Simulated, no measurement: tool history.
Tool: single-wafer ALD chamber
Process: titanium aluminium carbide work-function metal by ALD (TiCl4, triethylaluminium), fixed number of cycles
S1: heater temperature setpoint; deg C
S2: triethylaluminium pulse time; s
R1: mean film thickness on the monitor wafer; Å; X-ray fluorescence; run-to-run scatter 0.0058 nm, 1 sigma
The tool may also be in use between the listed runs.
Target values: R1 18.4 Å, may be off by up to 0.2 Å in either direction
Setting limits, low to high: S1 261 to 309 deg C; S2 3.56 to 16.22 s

Run 1, day 0: S1 285 deg C, S2 9.89 s. Result: R1 19.543 Å.
Run 2, day 0.096: S1 285 deg C, S2 12.58 s. Result: R1 20.038 Å.
Run 3, day 0.138: S1 283 deg C, S2 12.46 s. Result: R1 19.795 Å.
Run 4, day 0.254: S1 293 deg C, S2 12.46 s. Result: R1 20.817 Å.
Run 5, day 0.533: S1 303 deg C, S2 12.46 s. Result: R1 21.864 Å.
Run 6, day 0.75: S1 298 deg C, S2 12.26 s. Result: R1 21.258 Å.
Run 7, day 0.9: S1 294 deg C, S2 12.08 s. Result: R1 20.857 Å.
Run 8, day 0.996: S1 291 deg C, S2 11.93 s. Result: R1 20.494 Å.
Run 9, day 1.054: S1 288 deg C, S2 11.8 s. Result: R1 20.199 Å.

Of the 5 settings listed for the next run, only one would bring every result within its allowed miss of target. Which one?
Run A, day 1.112: S1 278 deg C, S2 10.88 s. Result: R1 ?.
Run B, day 1.112: S1 264 deg C, S2 13.26 s. Result: R1 ?.
Run C, day 1.112: S1 269 deg C, S2 11.36 s. Result: R1 ?.
Run D, day 1.112: S1 275 deg C, S2 10.43 s. Result: R1 ?.
Run E, day 1.112: S1 275 deg C, S2 10.72 s. Result: R1 ?.

move      R1
   A  19.075
   B  18.016
   C  18.309
   D  18.693
   E  18.759
A: an improvement on the last run, though not all results are within tolerance
B: takes the biggest miss from the last run beyond its target
C: each result inside its tolerance
D: an improvement on the last run, though not all results are within tolerance
E: an improvement on the last run, though not all results are within tolerance
The right move is C.
